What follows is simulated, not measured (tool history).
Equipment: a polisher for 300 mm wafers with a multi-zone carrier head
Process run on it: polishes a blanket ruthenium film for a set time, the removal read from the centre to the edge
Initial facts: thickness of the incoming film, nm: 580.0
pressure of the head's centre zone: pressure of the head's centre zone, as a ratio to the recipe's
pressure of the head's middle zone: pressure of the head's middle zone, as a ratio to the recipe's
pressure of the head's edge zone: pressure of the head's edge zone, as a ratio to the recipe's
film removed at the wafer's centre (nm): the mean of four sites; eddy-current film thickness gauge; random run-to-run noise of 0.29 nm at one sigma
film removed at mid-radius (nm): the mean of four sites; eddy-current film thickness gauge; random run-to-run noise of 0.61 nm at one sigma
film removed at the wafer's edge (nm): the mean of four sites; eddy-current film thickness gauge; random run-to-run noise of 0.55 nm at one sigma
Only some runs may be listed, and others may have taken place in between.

run,hour,flow of slurry (ml/min),pressure of the head's centre zone,pressure of the head's middle zone,pressure of the head's edge zone,polishing time (s),film removed at the wafer's centre (nm),film removed at mid-radius (nm),film removed at the wafer's edge (nm)
1,0,265,1,1,1,61,59.513,60.296,59.751
2,7,265,1,0.94,1,61,59.725,58.529,58.095
3,10.9,265,1,0.94,0.93,61,60.294,59.077,57.265
4,19.5,265,1,0.88,0.93,61,59.759,53.885,57.477
5,23.5,265,0.99,0.9,0.92,58,56.527,52.174,54.763
6,32,265,0.98,0.93,0.91,55,53.027,51.318,50.286
7,37.2,260,0.96,0.94,0.9,54,51.257,50.729,49.366
8,41.1,255,0.94,0.95,0.89,53,49.375,51.657,48.321
9,44.6,255,0.93,0.95,0.88,52,47.489,49.873,46.664

What will run 10 give?
10,51.1,250,0.85,1,0.81,45,?,?,?

{"run 10": {"film removed at the wafer's centre (nm)": 37.911, "film removed at mid-radius (nm)": 44.985, "film removed at the wafer's edge (nm)": 38.701}}
